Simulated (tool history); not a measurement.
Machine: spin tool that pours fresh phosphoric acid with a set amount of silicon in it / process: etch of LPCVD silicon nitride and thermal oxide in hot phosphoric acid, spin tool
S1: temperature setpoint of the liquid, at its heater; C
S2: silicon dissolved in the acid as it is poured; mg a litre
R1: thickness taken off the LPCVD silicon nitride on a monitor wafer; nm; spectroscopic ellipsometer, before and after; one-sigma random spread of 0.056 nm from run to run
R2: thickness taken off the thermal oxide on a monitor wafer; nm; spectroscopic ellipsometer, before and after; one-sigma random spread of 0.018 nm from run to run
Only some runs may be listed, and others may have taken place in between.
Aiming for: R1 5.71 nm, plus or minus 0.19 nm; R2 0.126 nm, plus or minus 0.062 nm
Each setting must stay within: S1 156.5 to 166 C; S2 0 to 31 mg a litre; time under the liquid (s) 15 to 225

Run 1, hour 0: S1 161 C, S2 13.5 mg a litre, time under the liquid (s) 115. Result: R1 10.719 nm, R2 0.22526 nm.
Run 2, hour 5.8: S1 161 C, S2 7.5 mg a litre, time under the liquid (s) 115. Result: R1 10.524 nm, R2 0.32808 nm.
Run 3, hour 6.9: S1 162.5 C, S2 7.5 mg a litre, time under the liquid (s) 115. Result: R1 11.09 nm, R2 0.30917 nm.
Run 4, hour 12.2: S1 162.5 C, S2 7.5 mg a litre, time under the liquid (s) 90. Result: R1 8.7471 nm, R2 0.23242 nm.
Run 5, hour 18.6: S1 162.5 C, S2 7.5 mg a litre, time under the liquid (s) 140. Result: R1 13.441 nm, R2 0.25801 nm.
Run 6, hour 22: S1 162.5 C, S2 11.5 mg a litre, time under the liquid (s) 140. Result: R1 13.499 nm, R2 0.36904 nm.
Run 7, hour 23.2: S1 162 C, S2 11 mg a litre, time under the liquid (s) 130. Result: R1 12.382 nm, R2 0.26211 nm.
Run 8, hour 27.5: S1 162 C, S2 12 mg a litre, time under the liquid (s) 120. Result: R1 11.374 nm, R2 0.27528 nm.
Run 9, hour 28.3: S1 162 C, S2 13 mg a litre, time under the liquid (s) 110. Result: R1 10.473 nm, R2 0.26293 nm.
Run 10, hour 29.4: S1 161.5 C, S2 14 mg a litre, time under the liquid (s) 105. Result: R1 9.7231 nm, R2 0.24064 nm.
Run 11, hour 33.3: S1 161.5 C, S2 15 mg a litre, time under the liquid (s) 100. Result: R1 9.4057 nm, R2 0.22825 nm.
Run 12, hour 42: S1 159 C, S2 13.5 mg a litre, time under the liquid (s) 45. Result: R1 3.8215 nm, R2 0.084263 nm.
Run 13, hour 43.6: S1 159.5 C, S2 14 mg a litre, time under the liquid (s) 45. Result: R1 3.9211 nm, R2 0.078172 nm.
Run 14, hour 50.5: S1 162 C, S2 6.5 mg a litre, time under the liquid (s) 75. Result: R1 7.1976 nm, R2 0.19361 nm.
Run 15, hour 56.5: S1 161.5 C, S2 7 mg a litre, time under the liquid (s) 75. Result: R1 7.0755 nm, R2 0.18585 nm.
Run 16, hour 58.4: S1 159 C, S2 9.5 mg a litre, time under the liquid (s) 60. Result: R1 5.0943 nm, R2 0.11429 nm.
Run 17, hour 61.2: S1 160 C, S2 9 mg a litre, time under the liquid (s) 60. Result: R1 5.2716 nm, R2 0.1268 nm.
Run 18, hour 65.3: S1 161.5 C, S2 14 mg a litre, time under the liquid (s) 65. Result: R1 6.1406 nm, R2 0.13181 nm.
Run 19, hour 72.1: S1 161 C, S2 13.5 mg a litre, time under the liquid (s) 65. Result: R1 5.9846 nm, R2 0.15473 nm.

4 candidate next runs follow, results not yet known. Just one meets every target within its allowed miss. Identify it.
Run A, hour 78.9: S1 159.5 C, S2 13.5 mg a litre, time under the liquid (s) 70. Result: R1 ?, R2 ?.
Run B, hour 78.9: S1 162.5 C, S2 16 mg a litre, time under the liquid (s) 60. Result: R1 ?, R2 ?.
Run C, hour 78.9: S1 160 C, S2 15 mg a litre, time under the liquid (s) 70. Result: R1 ?, R2 ?.
Run D, hour 78.9: S1 159.5 C, S2 14 mg a litre, time under the liquid (s) 70. Result: R1 ?, R2 ?.

move      R1       R2
   A  6.0974  0.13645
   B  5.7777  0.13713
   C  6.2008  0.13649
   D  6.0974   0.1348
A: lands further from the targets than the last run did
B: all results land within tolerance of their targets
C: lands further from the targets than the last run did
D: lands further from the targets than the last run did
Go with B: it meets all targets.

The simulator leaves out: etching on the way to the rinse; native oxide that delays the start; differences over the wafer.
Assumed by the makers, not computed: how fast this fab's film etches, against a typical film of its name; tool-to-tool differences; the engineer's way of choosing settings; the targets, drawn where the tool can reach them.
